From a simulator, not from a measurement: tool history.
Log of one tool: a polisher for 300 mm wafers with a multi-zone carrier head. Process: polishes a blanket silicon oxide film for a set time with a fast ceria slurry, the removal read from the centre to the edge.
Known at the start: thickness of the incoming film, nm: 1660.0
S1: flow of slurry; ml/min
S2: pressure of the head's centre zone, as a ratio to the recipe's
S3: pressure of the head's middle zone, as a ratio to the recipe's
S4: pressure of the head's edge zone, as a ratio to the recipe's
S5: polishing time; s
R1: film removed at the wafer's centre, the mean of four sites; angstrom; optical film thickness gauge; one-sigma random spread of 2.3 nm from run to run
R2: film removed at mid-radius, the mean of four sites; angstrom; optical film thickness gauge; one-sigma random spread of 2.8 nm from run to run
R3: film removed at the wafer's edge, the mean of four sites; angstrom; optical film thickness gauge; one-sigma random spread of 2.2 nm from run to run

run,hour,S1,S2,S3,S4,S5,R1,R2,R3
1,0.0,300,1.00,1.00,1.00,40,4857.1,4843.9,4800.6
2,4.9,300,1.00,1.08,1.00,40,4752.1,5005.9,4801.5
3,12.9,300,1.00,1.08,0.96,40,4832.6,4892.2,4711.0
4,15.2,300,1.08,1.08,0.96,40,5163.7,4944.3,4722.0
5,18.0,290,1.04,1.05,0.94,37,4603.7,4541.3,4280.6
6,18.6,300,1.02,1.00,0.96,34,4203.3,4009.7,3965.4
7,23.7,300,0.98,0.97,0.94,32,3773.0,3703.5,3718.9
8,30.1,300,0.97,0.95,0.92,31,3616.6,3498.9,3545.0
9,37.1,300,0.96,0.94,0.90,30,3459.4,3399.8,3370.0
10,44.7,300,0.96,0.94,0.90,30,3434.0,3461.1,3389.9
11,52.4,295,0.95,0.92,0.89,29,3279.6,3225.1,3267.7

The next listed run, before its measurement:
12,56.5,295,0.94,0.91,0.88,29,?,?,?

For run 12 the tool returned R1 3269.9 angstrom, R2 3253.5 angstrom, R3 3242.2 angstrom.
